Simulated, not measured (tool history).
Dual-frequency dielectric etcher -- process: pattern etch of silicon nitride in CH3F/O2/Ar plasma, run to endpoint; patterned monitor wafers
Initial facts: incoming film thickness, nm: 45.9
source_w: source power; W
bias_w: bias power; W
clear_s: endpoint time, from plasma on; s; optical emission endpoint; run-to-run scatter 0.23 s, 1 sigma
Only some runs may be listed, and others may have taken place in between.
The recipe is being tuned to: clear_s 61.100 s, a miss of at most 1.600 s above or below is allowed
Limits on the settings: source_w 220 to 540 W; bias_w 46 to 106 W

{"run": 1, "hour": 0.0, "source_w": 380, "bias_w": 76, "clear_s": 69.359}
{"run": 2, "hour": 3.8, "source_w": 380, "bias_w": 81, "clear_s": 67.632}
{"run": 3, "hour": 8.2, "source_w": 330, "bias_w": 81, "clear_s": 73.392}
{"run": 4, "hour": 11.7, "source_w": 260, "bias_w": 81, "clear_s": 83.675}
{"run": 5, "hour": 20.6, "source_w": 260, "bias_w": 72, "clear_s": 85.986}
{"run": 6, "hour": 21.4, "source_w": 320, "bias_w": 72, "clear_s": 76.622}
{"run": 7, "hour": 28.3, "source_w": 350, "bias_w": 73, "clear_s": 72.971}
{"run": 8, "hour": 36.3, "source_w": 380, "bias_w": 74, "clear_s": 69.704}

Exactly one of the 4 candidate moves below puts every result within its allowed miss. Which one?
{"run": "A", "hour": 44.3, "source_w": 370, "bias_w": 104, "clear_s": "?"}
{"run": "B", "hour": 44.3, "source_w": 410, "bias_w": 106, "clear_s": "?"}
{"run": "C", "hour": 44.3, "source_w": 270, "bias_w": 77, "clear_s": "?"}
{"run": "D", "hour": 44.3, "source_w": 400, "bias_w": 81, "clear_s": "?"}

move=A clear_s=64.501
move=B clear_s=61.051
move=C clear_s=82.262
move=D clear_s=66.229
A: closer than the last run, but not yet in spec
B: meets every target
C: moves away from the targets compared with the last run
D: closer than the last run, but not yet in spec
So the answer is move B, the one that meets all the targets.

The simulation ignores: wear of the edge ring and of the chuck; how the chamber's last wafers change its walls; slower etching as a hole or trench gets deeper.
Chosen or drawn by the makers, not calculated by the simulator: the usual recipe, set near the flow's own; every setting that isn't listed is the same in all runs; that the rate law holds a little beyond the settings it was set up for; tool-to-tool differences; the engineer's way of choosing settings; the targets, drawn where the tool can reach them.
